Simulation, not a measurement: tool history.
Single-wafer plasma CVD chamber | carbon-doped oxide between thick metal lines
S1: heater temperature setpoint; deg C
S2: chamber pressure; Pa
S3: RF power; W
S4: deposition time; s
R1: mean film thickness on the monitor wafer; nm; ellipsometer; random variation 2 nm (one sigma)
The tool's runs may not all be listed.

run	hour	S1	S2	S3	S4	R1
1	0.0	330	563	470	170	789.95
2	3.7	334	519	460	170	759.66
3	10.2	334	483	460	170	750.14
4	17.0	334	483	460	162	711.19
5	24.4	334	561	460	162	734.84
# hour 32.7: thermocouple changed; heater temperature recalibrated
6	32.7	337	536	460	162	730.42

Run 7 comes next. What will it give?
7	33.4	337	495	455	162	?

{"run 7": {"R1": 715.43}}
